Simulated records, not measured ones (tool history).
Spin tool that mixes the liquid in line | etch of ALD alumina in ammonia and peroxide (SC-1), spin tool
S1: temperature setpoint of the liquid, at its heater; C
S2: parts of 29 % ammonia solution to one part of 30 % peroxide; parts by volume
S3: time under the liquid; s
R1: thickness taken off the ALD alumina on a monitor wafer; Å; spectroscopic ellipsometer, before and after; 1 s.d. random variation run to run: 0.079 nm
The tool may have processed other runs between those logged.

run  hour    S1   S2   S3      R1
  1     0    55  0.5  120  57.928
  2   4.5    55  0.5  120  58.132
  3   6.1    59  0.5  120   71.27
  4  12.4    59  0.5  130  77.077
  5  15.9    59  0.5  130  77.653
  6  21.6    61  0.5  130  85.659
  7  25.1    61  0.5  130  85.568
  8  28.1  62.5  0.5  130  93.254

Predict the results of run 9:
  9  34.3  63.5  0.5  130   ?

{"run 9": {"R1": 96.983}}
